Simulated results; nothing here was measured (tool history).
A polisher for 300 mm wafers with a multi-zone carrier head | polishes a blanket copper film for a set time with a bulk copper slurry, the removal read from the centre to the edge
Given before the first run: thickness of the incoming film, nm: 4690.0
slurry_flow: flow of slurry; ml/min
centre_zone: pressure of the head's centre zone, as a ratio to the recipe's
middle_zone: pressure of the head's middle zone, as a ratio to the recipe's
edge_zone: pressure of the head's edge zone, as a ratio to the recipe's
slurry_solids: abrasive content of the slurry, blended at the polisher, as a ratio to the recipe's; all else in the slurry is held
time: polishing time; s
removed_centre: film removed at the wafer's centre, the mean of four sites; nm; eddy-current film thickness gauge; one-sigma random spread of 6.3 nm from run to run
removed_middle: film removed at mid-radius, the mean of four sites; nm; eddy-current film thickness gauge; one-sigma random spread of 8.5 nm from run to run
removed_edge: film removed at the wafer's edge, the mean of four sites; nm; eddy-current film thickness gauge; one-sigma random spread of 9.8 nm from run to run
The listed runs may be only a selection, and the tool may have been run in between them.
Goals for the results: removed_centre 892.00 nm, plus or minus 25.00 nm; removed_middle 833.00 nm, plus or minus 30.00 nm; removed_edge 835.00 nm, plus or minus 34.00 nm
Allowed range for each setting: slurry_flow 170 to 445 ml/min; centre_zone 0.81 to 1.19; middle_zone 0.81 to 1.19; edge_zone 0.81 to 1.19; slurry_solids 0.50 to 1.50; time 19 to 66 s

Run 1, hour 0.0: slurry_flow 285 ml/min, centre_zone 1.00, middle_zone 1.00, edge_zone 1.00, slurry_solids 1.00, time 42 s. Result: removed_centre 521.23 nm, removed_middle 508.68 nm, removed_edge 533.87 nm.
Run 2, hour 8.7: slurry_flow 285 ml/min, centre_zone 1.00, middle_zone 1.00, edge_zone 0.95, slurry_solids 1.00, time 42 s. Result: removed_centre 512.54 nm, removed_middle 511.73 nm, removed_edge 508.29 nm.
Run 3, hour 12.9: slurry_flow 285 ml/min, centre_zone 1.00, middle_zone 0.96, edge_zone 0.95, slurry_solids 1.00, time 42 s. Result: removed_centre 516.51 nm, removed_middle 499.41 nm, removed_edge 506.11 nm.
Run 4, hour 21.4: slurry_flow 295 ml/min, centre_zone 1.03, middle_zone 1.01, edge_zone 0.97, slurry_solids 1.10, time 45 s. Result: removed_centre 590.96 nm, removed_middle 571.37 nm, removed_edge 562.48 nm.
Run 5, hour 28.3: slurry_flow 295 ml/min, centre_zone 1.03, middle_zone 1.01, edge_zone 0.97, slurry_solids 0.95, time 45 s. Result: removed_centre 571.02 nm, removed_middle 540.44 nm, removed_edge 544.47 nm.
Run 6, hour 31.7: slurry_flow 295 ml/min, centre_zone 1.03, middle_zone 1.01, edge_zone 0.97, slurry_solids 1.10, time 45 s. Result: removed_centre 577.42 nm, removed_middle 564.02 nm, removed_edge 568.19 nm.
Run 7, hour 34.8: slurry_flow 305 ml/min, centre_zone 1.07, middle_zone 1.04, edge_zone 0.99, slurry_solids 1.20, time 47 s. Result: removed_centre 645.81 nm, removed_middle 618.16 nm, removed_edge 605.87 nm.
Run 8, hour 41.0: slurry_flow 310 ml/min, centre_zone 1.09, middle_zone 1.06, edge_zone 1.02, slurry_solids 1.25, time 49 s. Result: removed_centre 694.60 nm, removed_middle 661.97 nm, removed_edge 635.89 nm.
Run 9, hour 43.1: slurry_flow 310 ml/min, centre_zone 1.09, middle_zone 1.06, edge_zone 1.04, slurry_solids 1.30, time 51 s. Result: removed_centre 726.12 nm, removed_middle 691.87 nm, removed_edge 698.95 nm.
Run 10, hour 45.3: slurry_flow 355 ml/min, centre_zone 1.19, middle_zone 1.16, edge_zone 1.09, slurry_solids 1.50, time 54 s. Result: removed_centre 890.79 nm, removed_middle 806.81 nm, removed_edge 775.46 nm.

Below are 5 possible settings for the next run. Only one of them brings all results inside the allowed miss of their targets. Which is it?
Run A, hour 47.5: slurry_flow 365 ml/min, centre_zone 1.16, middle_zone 1.01, edge_zone 1.19, slurry_solids 1.45, time 57 s. Result: removed_centre ?, removed_middle ?, removed_edge ?.
Run B, hour 47.5: slurry_flow 395 ml/min, centre_zone 1.19, middle_zone 1.13, edge_zone 1.00, slurry_solids 1.50, time 55 s. Result: removed_centre ?, removed_middle ?, removed_edge ?.
Run C, hour 47.5: slurry_flow 440 ml/min, centre_zone 1.14, middle_zone 0.94, edge_zone 1.19, slurry_solids 1.40, time 58 s. Result: removed_centre ?, removed_middle ?, removed_edge ?.
Run D, hour 47.5: slurry_flow 355 ml/min, centre_zone 1.14, middle_zone 1.10, edge_zone 1.13, slurry_solids 1.40, time 58 s. Result: removed_centre ?, removed_middle ?, removed_edge ?.
Run E, hour 47.5: slurry_flow 350 ml/min, centre_zone 1.17, middle_zone 1.08, edge_zone 1.14, slurry_solids 1.50, time 53 s. Result: removed_centre ?, removed_middle ?, removed_edge ?.

move  removed_centre  removed_middle  removed_edge
   A          899.99          757.16        843.15
   B          904.12          814.73        752.88
   C          906.85          730.35        861.92
   D          891.80          820.88        826.83
   E          847.08          747.83        769.19
A: corrects the largest miss of the last run, while another result sits out of spec
B: further off than the last run
C: corrects the largest miss of the last run, while another result sits out of spec
D: meets every target
E: further off than the last run
Go with D: it meets all targets.
